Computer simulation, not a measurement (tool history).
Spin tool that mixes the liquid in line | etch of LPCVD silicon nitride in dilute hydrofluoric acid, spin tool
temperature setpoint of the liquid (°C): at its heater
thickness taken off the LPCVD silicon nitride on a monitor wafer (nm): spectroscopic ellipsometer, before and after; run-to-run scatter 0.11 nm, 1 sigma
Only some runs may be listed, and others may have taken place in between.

run,hour,temperature setpoint of the liquid (°C),parts of water to one part of 49 % hydrofluoric acid (parts by volume),time under the liquid (s),thickness taken off the LPCVD silicon nitride on a monitor wafer (nm)
1,0,22,45,280,2.1571
2,5.2,22,45,280,2.2182
3,8.2,23,45,280,2.4277
4,11.3,21,45,280,2.0309
5,18.3,19,45,280,1.7796
6,24.4,20.5,40,280,2.2654
7,25.1,22,40,280,2.3259

Predict the results of run 8:
8,33.7,23,35,285,?

thickness taken off the LPCVD silicon nitride on a monitor wafer (nm): 3.1027
